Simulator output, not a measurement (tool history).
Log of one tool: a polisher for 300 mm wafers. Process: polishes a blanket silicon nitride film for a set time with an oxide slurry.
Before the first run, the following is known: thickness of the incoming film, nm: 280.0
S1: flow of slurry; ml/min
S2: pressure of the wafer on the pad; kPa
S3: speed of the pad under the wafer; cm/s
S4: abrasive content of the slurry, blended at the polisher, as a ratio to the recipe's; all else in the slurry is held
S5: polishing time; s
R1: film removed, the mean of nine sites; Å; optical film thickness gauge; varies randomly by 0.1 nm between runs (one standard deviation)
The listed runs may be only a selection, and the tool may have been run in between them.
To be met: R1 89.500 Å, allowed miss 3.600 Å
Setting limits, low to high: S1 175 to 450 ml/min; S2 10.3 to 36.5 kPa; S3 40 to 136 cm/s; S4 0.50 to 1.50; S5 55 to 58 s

run	day	S1	S2	S3	S4	S5	R1
1	0.000	290	23.4	88	1.00	55	325.630
2	0.233	290	23.4	88	0.80	55	269.500
3	0.538	290	22.1	82	0.80	55	241.480
4	0.825	290	20.7	78	0.80	55	220.400
5	0.925	290	19.3	74	0.80	55	192.710
6	1.138	290	15.9	74	0.80	55	161.600
7	1.342	290	15.2	70	0.80	55	149.090
8	1.692	290	14.5	68	0.80	55	143.220
9	1.804	290	13.8	66	0.80	55	129.780
10	1.871	290	13.1	64	0.80	55	121.460
11	2.100	290	10.3	44	0.75	55	68.178
12	2.204	290	11.0	44	0.75	55	72.087
13	2.317	290	16.5	46	0.75	55	108.200

Which one of the following 5 next-run settings gets every result inside its allowed miss? There is exactly one.
A	2.429	215	13.1	40	0.80	56	?
B	2.429	260	15.2	48	0.70	57	?
C	2.429	175	11.7	86	0.55	56	?
D	2.429	305	15.2	42	0.65	55	?
E	2.429	355	15.2	44	0.65	58	?

move	R1
A	82.327
B	98.553
C	81.923
D	79.123
E	87.512
A: pushes the last run's worst result past its target
B: moves toward the targets from the last run without getting all of them in spec
C: pushes the last run's worst result past its target
D: pushes the last run's worst result past its target
E: all results land within tolerance of their targets
The move that meets every target is E.
